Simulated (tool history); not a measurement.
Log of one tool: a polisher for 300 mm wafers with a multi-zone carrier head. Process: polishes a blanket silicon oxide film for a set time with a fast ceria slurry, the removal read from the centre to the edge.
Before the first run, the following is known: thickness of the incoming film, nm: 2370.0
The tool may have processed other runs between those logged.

| run | hour | flow of slurry (ml/min) | pressure of the head's centre zone | pressure of the head's middle zone | pressure of the head's edge zone | polishing time (s) | film removed at the wafer's centre (Å) | film removed at mid-radius (Å) | film removed at the wafer's edge (Å) |
|---|---|---|---|---|---|---|---|---|---|
| 1 | 0 | 125 | 1 | 1 | 1 | 35 | 7512.5 | 7839.7 | 7423.2 |
| 2 | 2.4 | 135 | 1.03 | 1.02 | 1.02 | 36 | 8299 | 8247.6 | 7961.7 |
| 3 | 3.1 | 135 | 0.95 | 1.02 | 1.02 | 36 | 7670.4 | 8159.3 | 7757.6 |
| 4 | 8.2 | 140 | 0.98 | 1.04 | 1.02 | 37 | 8164.9 | 8522.4 | 7986.7 |
| 5 | 17.1 | 120 | 0.98 | 1.04 | 1.02 | 37 | 7780.2 | 8248 | 8085.6 |
| 6 | 25 | 130 | 0.99 | 1.06 | 1.02 | 38 | 8054.5 | 8696.9 | 8394.9 |
| 7 | 33.4 | 130 | 0.99 | 1.06 | 1.02 | 38 | 8291.8 | 8851.4 | 8240.7 |

Run 8 is up next; what results do you expect?
| 8 | 34.9 | 135 | 1.01 | 1.08 | 1.03 | 39 | ? | ? | ? |

film removed at the wafer's centre (Å): 8704.9
film removed at mid-radius (Å): 9390.8
film removed at the wafer's edge (Å): 8758.4
